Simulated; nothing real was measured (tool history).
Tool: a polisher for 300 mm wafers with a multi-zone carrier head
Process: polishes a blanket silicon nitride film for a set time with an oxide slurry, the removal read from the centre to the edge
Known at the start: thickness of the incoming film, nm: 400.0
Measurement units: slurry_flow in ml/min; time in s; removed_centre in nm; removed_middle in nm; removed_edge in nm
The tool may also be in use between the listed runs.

run	hour	slurry_flow	centre_zone	middle_zone	edge_zone	slurry_solids	time	removed_centre	removed_middle	removed_edge
1	0.0	160	1.00	1.00	1.00	1.00	33	21.705	21.153	21.150
2	6.4	160	1.00	1.00	1.00	0.85	33	18.840	18.576	18.209
3	8.5	160	1.00	1.08	1.00	0.85	33	19.260	19.753	18.522
4	11.6	150	1.00	1.03	1.03	0.85	33	18.519	18.940	18.189
5	18.5	155	1.00	0.98	1.07	0.85	33	18.418	17.989	18.889
6	25.3	150	1.00	0.95	1.08	0.85	33	19.165	17.944	18.345
7	29.1	195	0.94	0.88	1.18	0.60	32	12.186	11.238	13.566
8	32.7	200	0.95	0.88	1.18	0.70	32	14.950	13.584	16.518
9	38.4	210	0.96	0.89	1.18	0.70	32	14.999	13.846	16.378
10	44.3	215	0.96	0.89	1.18	0.70	32	14.905	13.932	16.381
11	52.6	220	0.97	0.88	1.18	0.70	32	15.239	13.911	16.160
12	61.5	220	0.97	0.88	1.18	0.70	32	15.223	14.013	16.559

Expected results for the next run?
13	67.0	225	0.98	0.87	1.19	0.75	32	?	?	?

{"run 13": {"removed_centre": 17.095, "removed_middle": 14.6, "removed_edge": 18.329}}

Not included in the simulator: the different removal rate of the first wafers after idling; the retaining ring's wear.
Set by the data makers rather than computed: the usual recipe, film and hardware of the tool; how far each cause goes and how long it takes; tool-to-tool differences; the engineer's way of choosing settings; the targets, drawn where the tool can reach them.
